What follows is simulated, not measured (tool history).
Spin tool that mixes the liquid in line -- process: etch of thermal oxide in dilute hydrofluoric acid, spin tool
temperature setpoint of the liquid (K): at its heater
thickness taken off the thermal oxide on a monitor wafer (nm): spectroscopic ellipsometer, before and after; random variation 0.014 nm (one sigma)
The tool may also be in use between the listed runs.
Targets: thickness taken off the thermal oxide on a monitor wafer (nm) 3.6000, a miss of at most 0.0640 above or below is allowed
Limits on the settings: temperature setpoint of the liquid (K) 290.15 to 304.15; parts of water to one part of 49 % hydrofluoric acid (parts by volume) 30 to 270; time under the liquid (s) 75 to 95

run	hour	temperature setpoint of the liquid (K)	parts of water to one part of 49 % hydrofluoric acid (parts by volume)	time under the liquid (s)	thickness taken off the thermal oxide on a monitor wafer (nm)
1	0.0	296.15	150	95	2.7898
2	3.0	296.15	150	75	2.2033
3	5.7	298.15	150	75	2.3935
4	7.2	299.65	140	75	2.7247
5	8.6	300.65	135	75	2.9476
6	12.4	302.15	135	75	3.0902
7	17.0	302.65	130	75	3.3248
8	25.0	303.15	130	75	3.3971
# hour 33.6: hydrofluoric acid flow meter replaced
9	33.6	304.15	125	75	3.9530
10	35.6	304.15	125	75	3.9181

Next run, 5 choices. One meets every target within its allowed miss, the rest don't. Which?
A	37.6	303.15	130	90	?
B	37.6	302.15	155	95	?
C	37.6	304.15	140	75	?
D	37.6	304.15	120	75	?
E	37.6	301.65	105	75	?

move	thickness taken off the thermal oxide on a monitor wafer (nm)
A	4.3573
B	3.6000
C	3.4490
D	4.1364
E	4.3977
A: misses by more than the last run did
B: every result within its allowed miss
C: moves the result that the last run missed by most past its target, out the other side
D: misses by more than the last run did
E: misses by more than the last run did
Correct choice: B, which meets every target
